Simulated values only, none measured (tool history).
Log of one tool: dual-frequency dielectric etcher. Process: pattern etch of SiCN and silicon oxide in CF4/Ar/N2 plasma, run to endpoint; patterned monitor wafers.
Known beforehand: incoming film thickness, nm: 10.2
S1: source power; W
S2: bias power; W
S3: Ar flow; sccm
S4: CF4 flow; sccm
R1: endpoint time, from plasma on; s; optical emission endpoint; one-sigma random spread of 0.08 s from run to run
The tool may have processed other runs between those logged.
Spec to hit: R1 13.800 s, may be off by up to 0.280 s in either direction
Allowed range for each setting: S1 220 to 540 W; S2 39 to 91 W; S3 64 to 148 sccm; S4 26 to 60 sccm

Run 1, day 0.000: S1 380 W, S2 65 W, S3 106 sccm, S4 43 sccm. Result: R1 16.148 s.
Run 2, day 0.233: S1 390 W, S2 65 W, S3 106 sccm, S4 43 sccm. Result: R1 15.889 s.
Run 3, day 0.583: S1 390 W, S2 65 W, S3 123 sccm, S4 43 sccm. Result: R1 16.381 s.
Run 4, day 0.829: S1 390 W, S2 53 W, S3 123 sccm, S4 43 sccm. Result: R1 17.679 s.
Run 5, day 1.058: S1 400 W, S2 53 W, S3 123 sccm, S4 43 sccm. Result: R1 17.406 s.
Run 6, day 1.250: S1 370 W, S2 53 W, S3 123 sccm, S4 43 sccm. Result: R1 18.863 s.
Run 7, day 1.350: S1 390 W, S2 53 W, S3 123 sccm, S4 43 sccm. Result: R1 17.823 s.
Run 8, day 1.625: S1 400 W, S2 53 W, S3 123 sccm, S4 43 sccm. Result: R1 17.293 s.
Run 9, day 1.692: S1 410 W, S2 53 W, S3 123 sccm, S4 43 sccm. Result: R1 16.828 s.

4 next moves are on the table. One of them brings every result within its allowed miss. Which?
Run A, day 1.758: S1 460 W, S2 54 W, S3 120 sccm, S4 46 sccm. Result: R1 ?.
Run B, day 1.758: S1 440 W, S2 59 W, S3 116 sccm, S4 49 sccm. Result: R1 ?.
Run C, day 1.758: S1 470 W, S2 56 W, S3 115 sccm, S4 44 sccm. Result: R1 ?.
Run D, day 1.758: S1 460 W, S2 54 W, S3 112 sccm, S4 44 sccm. Result: R1 ?.

move      R1
   A  14.515
   B  14.426
   C  13.961
   D  14.405
A: closes in on the targets versus the last run, not all within tolerance yet
B: closes in on the targets versus the last run, not all within tolerance yet
C: every result lands within tolerance
D: closes in on the targets versus the last run, not all within tolerance yet
C meets every target.
